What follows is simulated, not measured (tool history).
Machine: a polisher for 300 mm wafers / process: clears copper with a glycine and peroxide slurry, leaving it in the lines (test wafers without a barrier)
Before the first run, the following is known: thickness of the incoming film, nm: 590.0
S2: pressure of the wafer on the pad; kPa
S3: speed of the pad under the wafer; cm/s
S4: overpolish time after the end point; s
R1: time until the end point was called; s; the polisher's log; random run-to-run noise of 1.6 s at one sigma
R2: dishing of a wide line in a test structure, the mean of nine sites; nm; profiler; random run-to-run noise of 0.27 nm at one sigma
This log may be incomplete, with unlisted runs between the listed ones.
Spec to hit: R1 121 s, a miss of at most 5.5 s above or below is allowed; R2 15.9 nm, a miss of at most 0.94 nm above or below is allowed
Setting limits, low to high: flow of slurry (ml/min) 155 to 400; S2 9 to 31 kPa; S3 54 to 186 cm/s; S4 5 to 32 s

{"run": 1, "hour": 0.0, "flow of slurry (ml/min)": 255, "S2": 20, "S3": 118, "S4": 16, "R1": 101.17, "R2": 37.513}
{"run": 2, "hour": 3.0, "flow of slurry (ml/min)": 215, "S2": 20, "S3": 118, "S4": 16, "R1": 101.15, "R2": 37.09}
{"run": 3, "hour": 5.1, "flow of slurry (ml/min)": 160, "S2": 20, "S3": 118, "S4": 16, "R1": 103.73, "R2": 35.964}
{"run": 4, "hour": 6.4, "flow of slurry (ml/min)": 160, "S2": 18.6, "S3": 122, "S4": 15, "R1": 104.68, "R2": 34.079}
{"run": 5, "hour": 15.2, "flow of slurry (ml/min)": 160, "S2": 16.5, "S3": 122, "S4": 15, "R1": 120.92, "R2": 33.208}
{"run": 6, "hour": 20.8, "flow of slurry (ml/min)": 160, "S2": 11.7, "S3": 122, "S4": 15, "R1": 156, "R2": 28.843}
{"run": 7, "hour": 21.5, "flow of slurry (ml/min)": 160, "S2": 11.7, "S3": 126, "S4": 14, "R1": 157.96, "R2": 27.444}
{"run": 8, "hour": 24.4, "flow of slurry (ml/min)": 160, "S2": 11.7, "S3": 132, "S4": 13, "R1": 147.73, "R2": 26.235}
{"run": 9, "hour": 26.5, "flow of slurry (ml/min)": 160, "S2": 11.7, "S3": 138, "S4": 12, "R1": 142.69, "R2": 26.02}
{"run": 10, "hour": 35.2, "flow of slurry (ml/min)": 155, "S2": 9, "S3": 172, "S4": 5, "R1": 151.56, "R2": 12.702}
{"run": 11, "hour": 40.8, "flow of slurry (ml/min)": 155, "S2": 9.7, "S3": 172, "S4": 5, "R1": 142.69, "R2": 13.419}
{"run": 12, "hour": 45.5, "flow of slurry (ml/min)": 155, "S2": 10.3, "S3": 172, "S4": 5, "R1": 137.38, "R2": 14.249}

Exercise: of the 4 proposed moves below, exactly one satisfies all targets within the stated allowed misses. Which move is it?
{"run": "A", "hour": 50.2, "flow of slurry (ml/min)": 160, "S2": 9, "S3": 162, "S4": 5, "R1": "?", "R2": "?"}
{"run": "B", "hour": 50.2, "flow of slurry (ml/min)": 160, "S2": 11, "S3": 186, "S4": 5, "R1": "?", "R2": "?"}
{"run": "C", "hour": 50.2, "flow of slurry (ml/min)": 170, "S2": 12.4, "S3": 184, "S4": 5, "R1": "?", "R2": "?"}
{"run": "D", "hour": 50.2, "flow of slurry (ml/min)": 155, "S2": 11.7, "S3": 178, "S4": 6, "R1": "?", "R2": "?"}

move=A R1=157.7 R2=12.406
move=B R1=120.67 R2=15.37
move=C R1=109.84 R2=16.549
move=D R1=118.9 R2=17.911
A: further off than the last run
B: hits every target within its allowed miss
C: moves the result that the last run missed by most past its target, out the other side
D: puts the biggest miss on target and leaves a different result outside tolerance
Move B is the one to make.
